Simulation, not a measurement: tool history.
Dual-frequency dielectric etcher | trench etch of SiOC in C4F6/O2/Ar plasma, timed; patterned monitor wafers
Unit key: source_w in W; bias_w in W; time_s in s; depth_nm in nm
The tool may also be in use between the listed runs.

{"run": 1, "day": 0.0, "source_w": 280, "bias_w": 217, "time_s": 16, "depth_nm": 29.452}
{"run": 2, "day": 0.108, "source_w": 320, "bias_w": 217, "time_s": 16, "depth_nm": 30.996}
{"run": 3, "day": 0.188, "source_w": 300, "bias_w": 214, "time_s": 16, "depth_nm": 30.214}
{"run": 4, "day": 0.296, "source_w": 290, "bias_w": 212, "time_s": 16, "depth_nm": 29.577}
{"run": 5, "day": 0.592, "source_w": 290, "bias_w": 212, "time_s": 17, "depth_nm": 31.568}
{"run": 6, "day": 0.808, "source_w": 290, "bias_w": 212, "time_s": 17, "depth_nm": 31.71}
{"run": 7, "day": 0.95, "source_w": 270, "bias_w": 209, "time_s": 17, "depth_nm": 30.721}
{"run": 8, "day": 1.1, "source_w": 260, "bias_w": 207, "time_s": 17, "depth_nm": 30.142}

Estimate the outcome of run 9 from the log above:
{"run": 9, "day": 1.133, "source_w": 250, "bias_w": 205, "time_s": 17, "depth_nm": "?"}

depth_nm: 29.695 nm
